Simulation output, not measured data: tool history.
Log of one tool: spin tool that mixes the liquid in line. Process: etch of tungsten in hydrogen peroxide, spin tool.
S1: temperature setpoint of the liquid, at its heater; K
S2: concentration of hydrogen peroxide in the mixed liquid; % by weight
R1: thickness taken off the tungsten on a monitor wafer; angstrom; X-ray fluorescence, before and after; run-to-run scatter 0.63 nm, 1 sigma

run 1 hour=0 | S1=330.15 S2=19.5 time_under_the_liquid_(s)=15 | R1=642.53
run 2 hour=5.6 | S1=331.65 S2=19.5 time_under_the_liquid_(s)=15 | R1=708.35
run 3 hour=11.2 | S1=331.65 S2=19.5 time_under_the_liquid_(s)=15 | R1=706.26
run 4 hour=13 | S1=327.15 S2=19.5 time_under_the_liquid_(s)=15 | R1=542.08
run 5 hour=14.6 | S1=329.65 S2=19.5 time_under_the_liquid_(s)=15 | R1=626.84
run 6 hour=18.8 | S1=329.65 S2=19.5 time_under_the_liquid_(s)=15 | R1=620.8

Run 7 is up next; what results do you expect?
run 7 hour=24.3 | S1=331.65 S2=19.5 time_under_the_liquid_(s)=15 | R1=?

Run 7 came out at R1 699.46 angstrom.
